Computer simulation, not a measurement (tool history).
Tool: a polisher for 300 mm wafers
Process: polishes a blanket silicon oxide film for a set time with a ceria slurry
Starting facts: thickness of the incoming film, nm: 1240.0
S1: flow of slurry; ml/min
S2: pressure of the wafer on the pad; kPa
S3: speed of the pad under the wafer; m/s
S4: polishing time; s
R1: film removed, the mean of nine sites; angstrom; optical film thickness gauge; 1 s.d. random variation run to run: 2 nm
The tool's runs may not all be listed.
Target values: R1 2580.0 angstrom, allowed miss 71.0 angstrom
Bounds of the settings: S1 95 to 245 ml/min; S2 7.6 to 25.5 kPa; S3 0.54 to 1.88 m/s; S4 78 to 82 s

run	day	S1	S2	S3	S4	R1
1	0.000	155	16.5	1.20	78	3086.6
2	0.229	155	16.5	1.50	78	3795.5
3	0.325	155	16.5	1.50	78	3847.3
4	0.542	150	14.5	1.50	78	3483.5
5	0.612	150	12.4	1.50	78	3188.5
6	0.850	150	12.4	1.50	82	3366.4
7	1.129	145	11.0	1.48	82	3056.4
8	1.321	125	7.6	1.48	82	2371.0
9	1.688	135	7.6	1.48	82	2423.2

Which single option among these 5 for the next run brings every result within its allowed miss of target? Just one does.
A	2.054	130	9.0	1.54	82	?
B	2.054	125	9.0	1.50	80	?
C	2.054	135	9.7	1.48	81	?
D	2.054	95	9.0	1.46	82	?
E	2.054	130	7.6	1.46	81	?

move	R1
A	2718.4
B	2563.1
C	2718.5
D	2374.0
E	2332.9
A: takes the result that was furthest off past its target
B: all results land within tolerance of their targets
C: takes the result that was furthest off past its target
D: further off than the last run
E: further off than the last run
So the answer is move B, the one that meets all the targets.

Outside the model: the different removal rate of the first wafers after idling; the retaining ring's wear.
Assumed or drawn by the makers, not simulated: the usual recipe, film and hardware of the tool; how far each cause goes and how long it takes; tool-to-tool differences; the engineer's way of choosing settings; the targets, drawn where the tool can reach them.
